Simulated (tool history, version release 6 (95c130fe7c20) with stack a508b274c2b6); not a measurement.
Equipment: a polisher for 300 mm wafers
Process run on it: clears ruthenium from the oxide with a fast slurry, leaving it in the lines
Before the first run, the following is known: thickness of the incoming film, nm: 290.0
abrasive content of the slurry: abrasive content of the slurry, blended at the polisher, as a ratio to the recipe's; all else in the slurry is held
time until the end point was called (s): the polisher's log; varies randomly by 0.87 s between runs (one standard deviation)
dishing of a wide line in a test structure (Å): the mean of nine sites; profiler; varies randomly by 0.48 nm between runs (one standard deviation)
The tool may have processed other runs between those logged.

run  hour  flow of slurry (ml/min)  pressure of the wafer on the pad (psi)  speed of the pad under the wafer (cm/s)  abrasive content of the slurry  overpolish time after the end point (s)  time until the end point was called (s)  dishing of a wide line in a test structure (Å)
  1     0                      305                                     2.6                                      118                               1                                       25                                   71.766                                           778.2
  2   2.8                      255                                     2.6                                      118                               1                                       25                                   74.873                                          790.14
  3   5.1                      295                                     2.6                                      118                               1                                       22                                   72.058                                          701.69
  4   8.7                      295                                     2.6                                      118                             0.8                                       22                                   81.625                                          632.84
  5  11.8                      325                                     2.7                                      118                             0.8                                       20                                   78.746                                          603.73
  6  16.6                      350                                     2.7                                      120                             0.8                                       18                                   75.655                                          558.03
  7  23.3                      435                                       3                                      124                            0.75                                        8                                   70.433                                          301.25
  8  27.4                      420                                     3.1                                      124                            0.75                                        8                                   66.953                                          305.02
  9  34.6                      400                                     3.1                                      124                            0.75                                        8                                   68.397                                           304.6
 10  35.8                      400                                     3.1                                      124                            0.75                                        8                                   67.267                                          301.42
 11  42.6                      400                                     3.1                                      126                            0.75                                        9                                   68.498                                          340.33
 12  47.1                      390                                     3.2                                      126                            0.75                                        9                                    64.29                                          351.73
 13    56                      380                                     3.2                                      126                            0.75                                        9                                   64.137                                          353.23
 14  64.7                      370                                     3.2                                      126                            0.75                                        9                                   65.444                                          351.22
 15  68.7                      360                                     3.2                                      126                            0.75                                        9                                   65.909                                           340.6
 16  74.6                      355                                     3.2                                      128                            0.75                                        9                                   64.978                                          351.36

The next listed run, before its measurement:
 17  78.2                      350                                     3.2                                      128                            0.75                                        9                                        ?                                               ?

{"run 17": {"time until the end point was called (s)": 65.187, "dishing of a wide line in a test structure (Å)": 350.94}}

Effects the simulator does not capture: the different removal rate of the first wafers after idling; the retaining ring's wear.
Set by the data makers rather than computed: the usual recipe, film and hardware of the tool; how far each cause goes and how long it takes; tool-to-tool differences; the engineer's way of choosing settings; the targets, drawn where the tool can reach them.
